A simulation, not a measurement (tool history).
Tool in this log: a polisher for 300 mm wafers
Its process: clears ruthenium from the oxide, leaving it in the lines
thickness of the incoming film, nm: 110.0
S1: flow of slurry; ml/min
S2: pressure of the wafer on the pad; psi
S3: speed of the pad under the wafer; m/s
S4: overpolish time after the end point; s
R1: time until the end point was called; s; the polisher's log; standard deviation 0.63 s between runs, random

run  hour   S1   S2    S3  S4      R1
  1     0  130  1.7  1.14   8  100.91
  2   4.2  140  1.7  1.14   8  98.521
  3  11.9  125  1.7  1.14   8  103.88
  4    17  155  1.7  1.14   8  95.496
  5  21.1  160  1.8  1.14   8  92.127
  6  22.8  160  1.8  1.14   8  92.398

Forecast run 7:
  7  30.2  165  1.9  1.14   8   ?

R1: 88.373 s
